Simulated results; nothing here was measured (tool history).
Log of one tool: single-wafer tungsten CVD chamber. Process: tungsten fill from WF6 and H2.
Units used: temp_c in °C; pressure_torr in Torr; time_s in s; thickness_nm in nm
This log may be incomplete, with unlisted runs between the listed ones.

run,day,temp_c,pressure_torr,time_s,thickness_nm
1,0,390,51.6,23.9,67.114
2,0.104,388,51.5,23.9,63.498
3,0.371,394,51.5,23.9,71.917
4,0.742,394,43.2,23.9,64.075
5,1.062,383,43.2,23.9,52.29
# day 1.346: thermocouple changed; heater temperature recalibrated
6,1.346,392,43.2,23.9,66.578
7,1.529,391,43.1,23.9,64.602
8,1.779,390,43,23.9,63.431

What will run 9 give?
9,1.954,389,42.9,23.9,?

{"run 9": {"thickness_nm": 62.639}}
